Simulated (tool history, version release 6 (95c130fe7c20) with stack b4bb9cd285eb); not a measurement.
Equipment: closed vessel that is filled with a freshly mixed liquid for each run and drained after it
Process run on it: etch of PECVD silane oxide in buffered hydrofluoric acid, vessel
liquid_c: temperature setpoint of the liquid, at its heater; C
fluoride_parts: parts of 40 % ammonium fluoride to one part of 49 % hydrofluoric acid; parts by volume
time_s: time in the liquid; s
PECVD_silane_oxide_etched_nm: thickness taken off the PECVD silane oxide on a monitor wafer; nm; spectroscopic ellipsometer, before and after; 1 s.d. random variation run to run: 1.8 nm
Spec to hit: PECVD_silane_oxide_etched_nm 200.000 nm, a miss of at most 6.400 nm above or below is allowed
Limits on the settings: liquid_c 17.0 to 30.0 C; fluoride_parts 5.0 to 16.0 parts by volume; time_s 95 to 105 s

run  hour  liquid_c  fluoride_parts  time_s  PECVD_silane_oxide_etched_nm
  1   0.0      22.0             9.5      95                       131.080
  2   9.1      22.0            12.0      95                       105.360
  3  11.7      19.0            12.0      95                        88.485
  4  19.4      21.5            11.5      95                       108.100
  5  25.9      21.5            10.5      95                       117.190
  6  35.2      23.5            10.5      95                       130.880
  7  39.3      25.0            10.5      95                       141.890
  8  43.8      26.0            10.5      95                       150.190
  9  46.5      27.0            10.5      95                       157.450
 10  55.4      27.5            10.5      95                       162.570
 11  62.7      28.0            10.5      95                       166.920

Below are 4 possible settings for the next run. Only one of them brings all results inside the allowed miss of their targets. Which is it?
  A  70.0      29.5            11.0     100                             ?
  B  70.0      29.0             9.0     105                             ?
  C  70.0      28.5             9.0     100                             ?
  D  70.0      28.5            10.0      95                             ?

move  PECVD_silane_oxide_etched_nm
   A                       181.410
   B                       217.460
   C                       201.710
   D                       179.360
A: an improvement on the last run, though not all results are within tolerance
B: takes the result that was furthest off past its target
C: every result within its allowed miss
D: an improvement on the last run, though not all results are within tolerance
Correct choice: C, which meets every target
